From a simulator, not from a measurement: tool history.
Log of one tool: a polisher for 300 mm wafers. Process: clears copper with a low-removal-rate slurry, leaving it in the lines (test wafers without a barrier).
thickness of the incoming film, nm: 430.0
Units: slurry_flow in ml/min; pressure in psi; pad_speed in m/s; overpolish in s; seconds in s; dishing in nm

Run 1, hour 0: slurry_flow 290 ml/min, pressure 2.5 psi, pad_speed 1.1 m/s, slurry_solids 1, overpolish 14 s. Result: seconds 142.1 s, dishing 28.668 nm.
Run 2, hour 1.7: slurry_flow 290 ml/min, pressure 2.4 psi, pad_speed 1.1 m/s, slurry_solids 1, overpolish 13 s. Result: seconds 145.38 s, dishing 25.567 nm.
Run 3, hour 2.4: slurry_flow 290 ml/min, pressure 2.3 psi, pad_speed 1.1 m/s, slurry_solids 1, overpolish 12 s. Result: seconds 152.79 s, dishing 23.555 nm.
Run 4, hour 10.4: slurry_flow 335 ml/min, pressure 2.3 psi, pad_speed 1.1 m/s, slurry_solids 1, overpolish 12 s. Result: seconds 155.18 s, dishing 22.883 nm.
Run 5, hour 16.2: slurry_flow 335 ml/min, pressure 2.3 psi, pad_speed 1.1 m/s, slurry_solids 1, overpolish 11 s. Result: seconds 150.49 s, dishing 22.398 nm.
Run 6, hour 16.9: slurry_flow 335 ml/min, pressure 2.3 psi, pad_speed 1.26 m/s, slurry_solids 1, overpolish 11 s. Result: seconds 131.74 s, dishing 24.774 nm.
Run 7, hour 22.6: slurry_flow 335 ml/min, pressure 2.2 psi, pad_speed 1.26 m/s, slurry_solids 1, overpolish 11 s. Result: seconds 135.35 s, dishing 23.65 nm.

The next listed run, before its measurement:
Run 8, hour 31.1: slurry_flow 335 ml/min, pressure 2.1 psi, pad_speed 1.26 m/s, slurry_solids 1, overpolish 11 s. Result: seconds ?, dishing ?.

{"run 8": {"seconds": 140.28, "dishing": 22.534}}
